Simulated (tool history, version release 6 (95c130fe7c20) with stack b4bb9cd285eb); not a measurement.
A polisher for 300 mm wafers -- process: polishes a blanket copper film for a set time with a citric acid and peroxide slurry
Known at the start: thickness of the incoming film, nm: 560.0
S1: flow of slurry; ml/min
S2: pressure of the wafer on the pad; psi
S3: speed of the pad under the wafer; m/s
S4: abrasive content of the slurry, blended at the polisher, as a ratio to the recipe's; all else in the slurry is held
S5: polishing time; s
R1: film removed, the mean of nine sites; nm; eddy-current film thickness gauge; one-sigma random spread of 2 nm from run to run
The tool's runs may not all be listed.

Run 1, hour 0.0: S1 130 ml/min, S2 4.1 psi, S3 1.04 m/s, S4 1.00, S5 67 s. Result: R1 214.42 nm.
Run 2, hour 4.1: S1 130 ml/min, S2 4.1 psi, S3 1.04 m/s, S4 0.90, S5 67 s. Result: R1 215.99 nm.
Run 3, hour 7.6: S1 150 ml/min, S2 4.1 psi, S3 1.04 m/s, S4 0.90, S5 67 s. Result: R1 227.49 nm.
Run 4, hour 11.2: S1 140 ml/min, S2 3.7 psi, S3 1.04 m/s, S4 0.90, S5 67 s. Result: R1 200.37 nm.
Run 5, hour 12.7: S1 140 ml/min, S2 3.7 psi, S3 0.94 m/s, S4 0.90, S5 67 s. Result: R1 180.26 nm.
Run 6, hour 15.4: S1 140 ml/min, S2 3.7 psi, S3 0.94 m/s, S4 0.75, S5 67 s. Result: R1 174.17 nm.

For run 7, what comes out?
At hour 16.3: slurry nozzle cleaned.
Run 7, hour 16.3: S1 130 ml/min, S2 3.6 psi, S3 0.94 m/s, S4 0.75, S5 67 s. Result: R1 ?.

Run 7 produced R1 172.93 nm.
